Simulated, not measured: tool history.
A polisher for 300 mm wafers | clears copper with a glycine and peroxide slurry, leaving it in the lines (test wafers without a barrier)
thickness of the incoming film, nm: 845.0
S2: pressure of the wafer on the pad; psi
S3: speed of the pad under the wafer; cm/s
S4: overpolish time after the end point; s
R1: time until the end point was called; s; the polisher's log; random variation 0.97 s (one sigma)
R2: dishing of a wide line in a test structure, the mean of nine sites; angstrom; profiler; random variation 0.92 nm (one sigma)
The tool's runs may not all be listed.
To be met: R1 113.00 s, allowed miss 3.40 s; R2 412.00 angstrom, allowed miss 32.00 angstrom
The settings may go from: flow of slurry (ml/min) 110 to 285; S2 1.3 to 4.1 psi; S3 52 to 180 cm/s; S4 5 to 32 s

Run 1, day 0.000: flow of slurry (ml/min) 180, S2 2.7 psi, S3 116 cm/s, S4 16 s. Result: R1 147.14 s, R2 561.93 angstrom.
Run 2, day 0.212: flow of slurry (ml/min) 190, S2 2.9 psi, S3 116 cm/s, S4 13 s. Result: R1 136.22 s, R2 523.93 angstrom.
Run 3, day 0.346: flow of slurry (ml/min) 195, S2 3.0 psi, S3 118 cm/s, S4 11 s. Result: R1 130.28 s, R2 472.56 angstrom.
Run 4, day 0.458: flow of slurry (ml/min) 195, S2 3.0 psi, S3 118 cm/s, S4 14 s. Result: R1 129.67 s, R2 557.95 angstrom.
Run 5, day 0.800: flow of slurry (ml/min) 195, S2 3.0 psi, S3 118 cm/s, S4 10 s. Result: R1 132.30 s, R2 440.86 angstrom.
Run 6, day 1.138: flow of slurry (ml/min) 195, S2 3.0 psi, S3 118 cm/s, S4 5 s. Result: R1 131.02 s, R2 250.17 angstrom.
Run 7, day 1.462: flow of slurry (ml/min) 205, S2 3.1 psi, S3 118 cm/s, S4 6 s. Result: R1 127.26 s, R2 289.28 angstrom.
Run 8, day 1.558: flow of slurry (ml/min) 205, S2 3.1 psi, S3 118 cm/s, S4 6 s. Result: R1 126.58 s, R2 286.66 angstrom.
Run 9, day 1.817: flow of slurry (ml/min) 205, S2 3.2 psi, S3 118 cm/s, S4 7 s. Result: R1 124.81 s, R2 341.58 angstrom.
Run 10, day 1.892: flow of slurry (ml/min) 205, S2 3.2 psi, S3 118 cm/s, S4 7 s. Result: R1 122.12 s, R2 336.97 angstrom.
Run 11, day 2.150: flow of slurry (ml/min) 210, S2 3.3 psi, S3 118 cm/s, S4 7 s. Result: R1 119.45 s, R2 356.48 angstrom.
Run 12, day 2.354: flow of slurry (ml/min) 210, S2 3.4 psi, S3 118 cm/s, S4 7 s. Result: R1 115.73 s, R2 371.24 angstrom.
Run 13, day 2.604: flow of slurry (ml/min) 210, S2 3.5 psi, S3 118 cm/s, S4 7 s. Result: R1 115.01 s, R2 366.15 angstrom.

4 next moves are on the table. One of them brings every result within its allowed miss. Which?
Run A, day 2.854: flow of slurry (ml/min) 230, S2 3.3 psi, S3 110 cm/s, S4 9 s. Result: R1 ?, R2 ?.
Run B, day 2.854: flow of slurry (ml/min) 195, S2 3.5 psi, S3 116 cm/s, S4 6 s. Result: R1 ?, R2 ?.
Run C, day 2.854: flow of slurry (ml/min) 260, S2 3.2 psi, S3 130 cm/s, S4 8 s. Result: R1 ?, R2 ?.
Run D, day 2.854: flow of slurry (ml/min) 205, S2 3.5 psi, S3 120 cm/s, S4 10 s. Result: R1 ?, R2 ?.

move      R1      R2
   A  124.62  413.95
   B  116.87  311.25
   C  113.08  405.65
   D  113.49  484.97
A: brings the result that was furthest off to its target, and leaves another outside
B: further off than the last run
C: meets every target
D: takes the result that was furthest off past its target
Answer: C
